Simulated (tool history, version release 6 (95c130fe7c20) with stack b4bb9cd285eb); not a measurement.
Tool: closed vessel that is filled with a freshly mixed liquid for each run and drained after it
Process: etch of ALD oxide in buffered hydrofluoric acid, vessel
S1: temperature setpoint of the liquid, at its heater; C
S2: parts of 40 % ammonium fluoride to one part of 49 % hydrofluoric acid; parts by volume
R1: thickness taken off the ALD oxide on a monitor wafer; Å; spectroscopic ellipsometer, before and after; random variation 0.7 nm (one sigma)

Run 1, hour 0.0: S1 24.0 C, S2 12.5 parts by volume, time in the liquid (s) 35. Result: R1 537.30 Å.
Run 2, hour 5.7: S1 24.0 C, S2 12.5 parts by volume, time in the liquid (s) 30. Result: R1 457.47 Å.
Run 3, hour 10.0: S1 26.0 C, S2 11.5 parts by volume, time in the liquid (s) 30. Result: R1 554.92 Å.
Run 4, hour 16.3: S1 27.5 C, S2 10.5 parts by volume, time in the liquid (s) 30. Result: R1 665.41 Å.
Run 5, hour 23.7: S1 27.5 C, S2 12.0 parts by volume, time in the liquid (s) 30. Result: R1 574.48 Å.
Run 6, hour 28.7: S1 26.0 C, S2 12.0 parts by volume, time in the liquid (s) 30. Result: R1 532.84 Å.

Run 7 comes next. What will it give?
Run 7, hour 34.5: S1 27.5 C, S2 11.0 parts by volume, time in the liquid (s) 30. Result: R1 ?.

{"run 7": {"R1": 623.41}}
